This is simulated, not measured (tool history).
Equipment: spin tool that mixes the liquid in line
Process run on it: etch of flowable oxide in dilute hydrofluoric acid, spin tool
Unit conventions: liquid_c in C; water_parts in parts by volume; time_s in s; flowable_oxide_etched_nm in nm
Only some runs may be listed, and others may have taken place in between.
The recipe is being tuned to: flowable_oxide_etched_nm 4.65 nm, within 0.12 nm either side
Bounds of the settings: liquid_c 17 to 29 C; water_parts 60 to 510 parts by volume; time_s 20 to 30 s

run	day	liquid_c	water_parts	time_s	flowable_oxide_etched_nm
1	0	21	285	30	2.2371
2	0.267	21	200	30	3.453
3	0.529	23.5	200	30	3.8078
4	0.708	20	200	30	3.3379
5	0.779	17.5	200	30	3.0344
6	1.154	21	200	30	3.4749
7	1.371	23	200	30	3.7387
8	1.55	24.5	200	30	3.9867
9	1.721	25.5	200	30	4.0681
10	2.067	26.5	200	30	4.2192
11	2.392	27	200	30	4.3018
12	2.692	27.5	200	30	4.4047
13	3.054	28	200	30	4.4947

Which single option among these 4 for the next run brings every result within its allowed miss of target? Just one does.
A	3.417	29	210	30	?
B	3.417	28	195	30	?
C	3.417	27	205	30	?
D	3.417	28.5	205	30	?

move	flowable_oxide_etched_nm
A	4.3407
B	4.6031
C	4.1781
D	4.3992
A: further off than the last run
B: all results land within tolerance of their targets
C: further off than the last run
D: further off than the last run
Go with B: it meets all targets.
